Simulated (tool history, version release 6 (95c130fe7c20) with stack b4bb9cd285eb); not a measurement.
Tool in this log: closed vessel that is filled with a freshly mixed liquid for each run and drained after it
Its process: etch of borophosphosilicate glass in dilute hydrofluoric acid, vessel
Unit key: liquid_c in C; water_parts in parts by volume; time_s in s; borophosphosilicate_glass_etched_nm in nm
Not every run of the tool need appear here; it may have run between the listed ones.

run	day	liquid_c	water_parts	time_s	borophosphosilicate_glass_etched_nm
1	0	25	100	30	20.401
2	0.083	24	105	30	18.49
3	0.45	21.5	105	30	16.695
4	0.571	21.5	105	30	16.74
5	0.892	24.5	105	30	18.938
6	0.996	23.5	105	30	18.091
7	1.35	19.5	120	30	13.378

Expected results for the next run?
8	1.458	19	120	30	?

{"run 8": {"borophosphosilicate_glass_etched_nm": 13.07}}
